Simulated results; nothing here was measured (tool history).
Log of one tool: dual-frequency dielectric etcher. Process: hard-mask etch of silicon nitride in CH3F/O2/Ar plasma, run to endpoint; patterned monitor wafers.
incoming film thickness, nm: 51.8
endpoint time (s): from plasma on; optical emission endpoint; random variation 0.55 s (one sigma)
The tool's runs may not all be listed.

Run 1, day 0.000: source power (W) 360, bias power (W) 55. Result: endpoint time (s) 84.049.
Run 2, day 0.329: source power (W) 330, bias power (W) 53. Result: endpoint time (s) 88.088.
Run 3, day 0.492: source power (W) 360, bias power (W) 53. Result: endpoint time (s) 85.622.
Run 4, day 0.517: source power (W) 330, bias power (W) 51. Result: endpoint time (s) 88.963.
Run 5, day 0.779: source power (W) 330, bias power (W) 58. Result: endpoint time (s) 84.899.
Run 6, day 0.833: source power (W) 330, bias power (W) 52. Result: endpoint time (s) 88.554.

Run 7 comes next. What will it give?
Run 7, day 1.067: source power (W) 310, bias power (W) 51. Result: endpoint time (s) ?.

{"run 7": {"endpoint time (s)": 90.182}}
